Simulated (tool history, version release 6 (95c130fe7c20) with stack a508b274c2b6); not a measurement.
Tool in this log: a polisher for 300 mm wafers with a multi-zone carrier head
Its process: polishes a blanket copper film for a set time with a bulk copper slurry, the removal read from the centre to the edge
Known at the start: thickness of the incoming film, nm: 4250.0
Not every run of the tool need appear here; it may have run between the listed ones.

run	hour	flow of slurry (ml/min)	pressure of the head's centre zone	pressure of the head's middle zone	pressure of the head's edge zone	abrasive content of the slurry	polishing time (s)	film removed at the wafer's centre (nm)	film removed at mid-radius (nm)	film removed at the wafer's edge (nm)
1	0.0	215	1.00	1.00	1.00	1.0	62	729.25	728.98	741.54
2	2.3	215	1.00	1.00	1.00	1.2	62	763.78	752.52	794.84
3	6.1	220	1.00	1.01	1.00	1.2	62	787.13	771.62	791.43
4	12.3	220	0.99	1.02	1.01	1.2	62	766.60	775.09	801.69
5	14.7	225	0.99	1.03	1.01	1.2	62	781.00	786.53	794.94
6	16.0	225	0.99	1.03	0.97	1.2	62	760.85	787.35	796.51
7	24.9	230	0.99	1.03	0.97	1.2	62	781.71	772.22	777.23

Forecast run 8:
8	25.5	230	0.99	1.04	0.98	1.2	62	?	?	?

film removed at the wafer's centre (nm): 762.20
film removed at mid-radius (nm): 801.74
film removed at the wafer's edge (nm): 783.04
